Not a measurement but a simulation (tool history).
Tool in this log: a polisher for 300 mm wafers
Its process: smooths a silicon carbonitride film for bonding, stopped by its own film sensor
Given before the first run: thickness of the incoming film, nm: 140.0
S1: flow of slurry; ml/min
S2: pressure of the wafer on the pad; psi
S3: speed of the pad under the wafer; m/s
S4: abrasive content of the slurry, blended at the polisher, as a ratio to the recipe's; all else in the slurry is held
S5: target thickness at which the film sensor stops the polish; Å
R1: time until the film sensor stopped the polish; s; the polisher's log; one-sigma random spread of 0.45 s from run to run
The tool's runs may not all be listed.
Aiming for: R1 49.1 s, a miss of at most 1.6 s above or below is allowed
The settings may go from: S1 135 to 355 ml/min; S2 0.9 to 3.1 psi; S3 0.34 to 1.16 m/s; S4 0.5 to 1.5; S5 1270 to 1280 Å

| run | hour | S1 | S2 | S3 | S4 | S5 | R1 |
|---|---|---|---|---|---|---|---|
| 1 | 0 | 225 | 2 | 0.74 | 1 | 1270 | 69.581 |
| 2 | 8.3 | 195 | 2 | 0.74 | 1 | 1270 | 70.281 |
| 3 | 12.1 | 195 | 2.1 | 0.74 | 1 | 1270 | 67.244 |
| 4 | 14 | 195 | 2.1 | 0.74 | 1 | 1270 | 66.324 |
| 5 | 15.9 | 195 | 2.2 | 0.74 | 1 | 1270 | 65.834 |
| 6 | 23.9 | 195 | 2.3 | 0.74 | 1 | 1270 | 63.319 |
| 7 | 25.2 | 195 | 2.4 | 0.74 | 1 | 1270 | 61.607 |
| 8 | 29.9 | 195 | 2.5 | 0.74 | 1 | 1270 | 57.057 |
| 9 | 34 | 210 | 2.8 | 0.74 | 1 | 1270 | 52.804 |

Pick the move, out of 5, that brings all results within their allowed miss; only one does.
| A | 38.1 | 245 | 2.8 | 0.82 | 1.15 | 1270 | ? |
| B | 38.1 | 215 | 2.6 | 0.74 | 0.95 | 1270 | ? |
| C | 38.1 | 210 | 2.6 | 0.64 | 1 | 1280 | ? |
| D | 38.1 | 210 | 2.7 | 0.74 | 1 | 1280 | ? |
| E | 38.1 | 135 | 2.5 | 0.94 | 0.85 | 1280 | ? |

| move | R1 |
|---|---|
| A | 44.062 |
| B | 57.402 |
| C | 56.775 |
| D | 49.852 |
| E | 55.123 |
A: moves the result that the last run missed by most past its target, out the other side
B: lands further from the targets than the last run did
C: lands further from the targets than the last run did
D: meets every target
E: lands further from the targets than the last run did
Move D is the one to make.
